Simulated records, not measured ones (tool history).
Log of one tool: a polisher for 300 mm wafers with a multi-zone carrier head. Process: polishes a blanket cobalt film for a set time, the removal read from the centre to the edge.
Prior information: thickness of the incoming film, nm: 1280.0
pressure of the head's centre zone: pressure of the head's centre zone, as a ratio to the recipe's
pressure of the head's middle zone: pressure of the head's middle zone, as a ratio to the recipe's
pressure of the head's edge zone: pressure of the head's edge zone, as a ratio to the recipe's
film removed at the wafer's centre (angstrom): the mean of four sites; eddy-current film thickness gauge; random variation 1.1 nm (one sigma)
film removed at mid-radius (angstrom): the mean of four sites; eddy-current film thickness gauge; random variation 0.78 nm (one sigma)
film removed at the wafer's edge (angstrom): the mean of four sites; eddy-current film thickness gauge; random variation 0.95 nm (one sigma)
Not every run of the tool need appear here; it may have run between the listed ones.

run	day	flow of slurry (ml/min)	pressure of the head's centre zone	pressure of the head's middle zone	pressure of the head's edge zone	polishing time (s)	film removed at the wafer's centre (angstrom)	film removed at mid-radius (angstrom)	film removed at the wafer's edge (angstrom)
1	0	155	1	1	1	42	1511.8	1559.2	1573.2
2	0.021	155	1.04	1	1	42	1560.2	1571.5	1569.3
3	0.321	130	1.04	1	1	42	1478.3	1466.5	1488.9
4	0.592	130	1.02	1.01	0.99	41	1411	1458.7	1440.3
5	0.8	125	1	1.01	0.98	40	1330.6	1397.6	1379.8
6	1.117	160	1	1.01	0.98	40	1455	1501.5	1497.5
7	1.3	160	1	1.01	0.98	40	1450.2	1526.8	1498.3
# day 1.583: slurry nozzle cleaned
8	1.583	155	0.98	1.01	0.97	39	1477	1589.4	1509.2
9	1.683	150	0.98	1.03	0.99	38	1460.5	1552.2	1453.6
10	1.767	145	0.96	1.02	0.97	37	1386.9	1497.4	1417.8
11	2.062	140	0.94	1.01	0.96	35	1253.1	1398.3	1337.7
12	2.388	130	0.87	0.98	0.86	24	801.62	917.27	864.34
13	2.642	135	0.86	0.98	0.87	24	816.55	933.83	861.92

Run 14 comes next. What will it give?
14	2.671	140	0.85	0.98	0.89	24	?	?	?

film removed at the wafer's centre (angstrom): 815.13
film removed at mid-radius (angstrom): 935.15
film removed at the wafer's edge (angstrom): 879.81

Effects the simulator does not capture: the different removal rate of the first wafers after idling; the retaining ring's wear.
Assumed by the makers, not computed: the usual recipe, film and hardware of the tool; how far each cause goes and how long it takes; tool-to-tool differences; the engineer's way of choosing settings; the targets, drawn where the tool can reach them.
